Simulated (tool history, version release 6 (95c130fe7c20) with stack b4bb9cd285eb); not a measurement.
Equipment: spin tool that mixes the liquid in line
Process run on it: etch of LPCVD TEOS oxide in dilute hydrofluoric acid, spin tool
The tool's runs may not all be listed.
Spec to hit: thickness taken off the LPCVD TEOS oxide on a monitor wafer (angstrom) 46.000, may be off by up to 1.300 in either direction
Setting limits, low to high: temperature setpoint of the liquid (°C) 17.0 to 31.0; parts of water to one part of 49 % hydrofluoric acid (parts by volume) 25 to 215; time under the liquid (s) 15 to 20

run	hour	temperature setpoint of the liquid (°C)	parts of water to one part of 49 % hydrofluoric acid (parts by volume)	time under the liquid (s)	thickness taken off the LPCVD TEOS oxide on a monitor wafer (angstrom)
1	0.0	23.0	120	20	23.535
2	2.6	24.5	110	20	27.158
3	5.5	22.5	110	20	25.157
4	12.1	20.5	110	20	23.008
5	14.8	22.0	110	20	24.335
6	21.3	23.5	105	20	27.718
7	26.8	25.0	100	20	30.690
8	33.5	26.0	95	20	34.282
9	37.9	27.0	95	20	35.480
10	43.1	31.0	80	20	49.615
11	45.0	30.5	80	20	49.399
12	46.4	30.0	80	20	47.783

Which single option among these 4 for the next run brings every result within its allowed miss of target? Just one does.
A	47.8	29.0	65	15	?
B	47.8	30.5	70	15	?
C	47.8	31.0	90	20	?
D	47.8	29.0	80	20	?

move	thickness taken off the LPCVD TEOS oxide on a monitor wafer (angstrom)
A	43.866
B	42.847
C	43.957
D	46.502
A: takes the result that was furthest off past its target
B: takes the result that was furthest off past its target
C: takes the result that was furthest off past its target
D: all results land within tolerance of their targets
D is the move that brings every result within its allowed miss.
